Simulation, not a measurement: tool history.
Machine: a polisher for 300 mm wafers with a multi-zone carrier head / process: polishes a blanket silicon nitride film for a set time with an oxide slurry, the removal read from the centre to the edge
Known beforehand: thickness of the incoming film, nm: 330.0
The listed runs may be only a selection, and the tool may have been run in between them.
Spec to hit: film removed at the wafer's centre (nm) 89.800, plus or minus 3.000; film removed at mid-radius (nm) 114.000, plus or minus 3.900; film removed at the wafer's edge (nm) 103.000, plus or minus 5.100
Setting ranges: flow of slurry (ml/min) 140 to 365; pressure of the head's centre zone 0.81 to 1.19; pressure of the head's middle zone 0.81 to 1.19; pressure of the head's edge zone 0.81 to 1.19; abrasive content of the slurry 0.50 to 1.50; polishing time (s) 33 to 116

| run | hour | flow of slurry (ml/min) | pressure of the head's centre zone | pressure of the head's middle zone | pressure of the head's edge zone | abrasive content of the slurry | polishing time (s) | film removed at the wafer's centre (nm) | film removed at mid-radius (nm) | film removed at the wafer's edge (nm) |
|---|---|---|---|---|---|---|---|---|---|---|
| 1 | 0.0 | 235 | 1.00 | 1.00 | 1.00 | 1.00 | 74 | 74.177 | 72.001 | 71.050 |
| 2 | 7.3 | 240 | 0.97 | 1.05 | 1.04 | 1.15 | 75 | 76.635 | 81.066 | 79.079 |
| 3 | 15.9 | 240 | 0.97 | 1.05 | 1.04 | 1.35 | 75 | 81.427 | 86.607 | 84.641 |
| 4 | 19.6 | 270 | 0.97 | 1.05 | 1.04 | 1.35 | 75 | 84.085 | 87.437 | 84.461 |
| 5 | 26.6 | 270 | 0.97 | 1.05 | 1.10 | 1.35 | 75 | 84.577 | 88.520 | 87.415 |
| 6 | 28.4 | 235 | 0.97 | 1.05 | 1.10 | 1.35 | 75 | 81.593 | 87.497 | 87.218 |
| 7 | 32.3 | 240 | 0.96 | 1.09 | 1.11 | 1.40 | 77 | 85.708 | 94.016 | 89.809 |
| 8 | 35.2 | 235 | 0.93 | 1.11 | 1.12 | 1.45 | 80 | 86.967 | 101.070 | 94.901 |
| 9 | 43.1 | 235 | 0.92 | 1.13 | 1.13 | 1.45 | 82 | 89.772 | 103.030 | 99.582 |
| 10 | 49.4 | 220 | 0.90 | 1.15 | 1.09 | 1.45 | 84 | 88.451 | 107.790 | 99.201 |

5 next moves are on the table. One of them brings every result within its allowed miss. Which?
| A | 55.7 | 190 | 0.89 | 1.14 | 1.12 | 1.50 | 81 | ? | ? | ? |
| B | 55.7 | 250 | 0.87 | 1.17 | 1.09 | 1.50 | 86 | ? | ? | ? |
| C | 55.7 | 275 | 0.99 | 1.16 | 1.18 | 1.30 | 83 | ? | ? | ? |
| D | 55.7 | 195 | 0.90 | 1.09 | 1.12 | 1.50 | 82 | ? | ? | ? |
| E | 55.7 | 225 | 0.87 | 1.08 | 1.16 | 1.45 | 84 | ? | ? | ? |

| move | film removed at the wafer's centre (nm) | film removed at mid-radius (nm) | film removed at the wafer's edge (nm) |
|---|---|---|---|
| A | 84.391 | 104.040 | 96.870 |
| B | 90.433 | 115.800 | 103.360 |
| C | 93.142 | 105.820 | 98.971 |
| D | 86.468 | 101.760 | 98.314 |
| E | 86.265 | 103.570 | 102.310 |
A: misses by more than the last run did
B: every result within its allowed miss
C: misses by more than the last run did
D: misses by more than the last run did
E: misses by more than the last run did
Go with B: it meets all targets.

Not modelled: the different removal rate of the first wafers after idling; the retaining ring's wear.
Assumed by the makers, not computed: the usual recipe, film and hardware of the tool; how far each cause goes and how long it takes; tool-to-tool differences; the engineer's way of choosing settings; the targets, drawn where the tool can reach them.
